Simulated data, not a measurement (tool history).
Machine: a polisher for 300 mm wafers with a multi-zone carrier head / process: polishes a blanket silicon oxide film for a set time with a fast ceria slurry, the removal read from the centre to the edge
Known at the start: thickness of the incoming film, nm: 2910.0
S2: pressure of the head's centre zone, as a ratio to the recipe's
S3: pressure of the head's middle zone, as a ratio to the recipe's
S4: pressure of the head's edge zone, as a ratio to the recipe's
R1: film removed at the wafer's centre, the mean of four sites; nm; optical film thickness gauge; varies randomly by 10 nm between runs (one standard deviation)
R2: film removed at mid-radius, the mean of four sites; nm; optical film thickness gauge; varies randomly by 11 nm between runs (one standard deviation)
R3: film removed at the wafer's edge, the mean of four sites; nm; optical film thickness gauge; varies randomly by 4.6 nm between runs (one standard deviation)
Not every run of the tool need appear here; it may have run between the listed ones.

{"run": 1, "day": 0.0, "flow of slurry (ml/min)": 255, "S2": 1.0, "S3": 1.0, "S4": 1.0, "polishing time (s)": 63, "R1": 875.71, "R2": 909.93, "R3": 885.6}
{"run": 2, "day": 0.096, "flow of slurry (ml/min)": 255, "S2": 1.0, "S3": 1.0, "S4": 0.96, "polishing time (s)": 63, "R1": 890.53, "R2": 903.97, "R3": 866.52}
{"run": 3, "day": 0.262, "flow of slurry (ml/min)": 250, "S2": 0.99, "S3": 0.99, "S4": 0.94, "polishing time (s)": 62, "R1": 867.93, "R2": 893.91, "R3": 850.53}
{"run": 4, "day": 0.396, "flow of slurry (ml/min)": 245, "S2": 0.99, "S3": 0.98, "S4": 0.93, "polishing time (s)": 61, "R1": 839.65, "R2": 875.33, "R3": 829.55}
{"run": 5, "day": 0.579, "flow of slurry (ml/min)": 245, "S2": 0.99, "S3": 0.98, "S4": 0.99, "polishing time (s)": 61, "R1": 847.17, "R2": 868.1, "R3": 852.27}
{"run": 6, "day": 0.671, "flow of slurry (ml/min)": 290, "S2": 0.99, "S3": 0.98, "S4": 0.99, "polishing time (s)": 61, "R1": 850.3, "R2": 870.07, "R3": 863.15}
{"run": 7, "day": 0.975, "flow of slurry (ml/min)": 290, "S2": 0.99, "S3": 0.97, "S4": 0.97, "polishing time (s)": 60, "R1": 860.22, "R2": 878.32, "R3": 842.98}
{"run": 8, "day": 1.071, "flow of slurry (ml/min)": 280, "S2": 0.99, "S3": 0.96, "S4": 0.96, "polishing time (s)": 59, "R1": 828.78, "R2": 830.09, "R3": 809.4}

What does the tool deliver on the next run?
{"run": 9, "day": 1.367, "flow of slurry (ml/min)": 275, "S2": 0.98, "S3": 0.95, "S4": 0.94, "polishing time (s)": 59, "R1": "?", "R2": "?", "R3": "?"}

R1: 832.97 nm
R2: 829.26 nm
R3: 811.07 nm
